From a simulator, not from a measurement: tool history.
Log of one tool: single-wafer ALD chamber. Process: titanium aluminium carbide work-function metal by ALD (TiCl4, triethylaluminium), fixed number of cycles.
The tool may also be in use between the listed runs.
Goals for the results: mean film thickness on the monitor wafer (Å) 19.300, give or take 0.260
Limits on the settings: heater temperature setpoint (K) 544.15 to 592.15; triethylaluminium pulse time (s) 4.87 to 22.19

run  hour  heater temperature setpoint (K)  triethylaluminium pulse time (s)  mean film thickness on the monitor wafer (Å)
  1   0.0                           568.15                             13.53                                        20.731
  2   1.7                           565.15                             13.24                                        20.411
  3   3.3                           565.15                             17.08                                        20.588
  4   5.0                           565.15                             18.68                                        20.525
  5  10.5                           565.15                             21.69                                        20.680
  6  18.9                           562.15                             21.55                                        20.390
  7  25.2                           560.15                             21.45                                        20.151
  8  26.0                           558.15                             21.38                                        19.978
  9  31.2                           557.15                             21.32                                        20.014
 10  38.1                           555.15                             21.24                                        19.962
 11  39.3                           553.15                             21.18                                        19.653

Pick the move, out of 5, that brings all results within their allowed miss; only one does.
  A  40.5                           556.15                             20.11                                             ?
  B  40.5                           559.15                             20.94                                             ?
  C  40.5                           549.15                             21.73                                             ?
  D  40.5                           560.15                             19.07                                             ?
  E  40.5                           563.15                             21.85                                             ?

move  mean film thickness on the monitor wafer (Å)
   A                                        19.865
   B                                        20.111
   C                                        19.313
   D                                        20.177
   E                                        20.437
A: further off than the last run
B: further off than the last run
C: all results land within tolerance of their targets
D: further off than the last run
E: further off than the last run
The move that meets every target is C.
